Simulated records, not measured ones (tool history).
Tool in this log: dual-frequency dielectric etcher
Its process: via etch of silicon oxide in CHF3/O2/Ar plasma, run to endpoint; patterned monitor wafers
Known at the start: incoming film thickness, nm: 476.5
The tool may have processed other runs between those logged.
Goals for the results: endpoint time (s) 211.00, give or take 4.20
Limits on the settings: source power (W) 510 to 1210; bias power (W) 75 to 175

run,hour,source power (W),bias power (W),endpoint time (s)
1,0.0,860,125,244.24
2,1.0,940,127,231.46
3,3.9,980,128,223.77
4,11.3,1000,128,222.09
5,14.6,1000,118,228.74
6,15.9,1040,119,224.38
7,17.6,1070,120,220.02
8,20.2,1070,120,218.74
9,29.0,1090,120,216.78
10,36.0,1100,120,214.87

Pick the move, out of 5, that brings all results within their allowed miss; only one does.
A,43.0,1050,122,?
B,43.0,1110,111,?
C,43.0,1100,112,?
D,43.0,1180,115,?
E,43.0,1060,116,?

move,endpoint time (s)
A,220.24
B,221.19
C,221.55
D,211.41
E,223.17
A: the biggest miss grows against the last run
B: the biggest miss grows against the last run
C: the biggest miss grows against the last run
D: all results land within tolerance of their targets
E: the biggest miss grows against the last run
The right move is D.
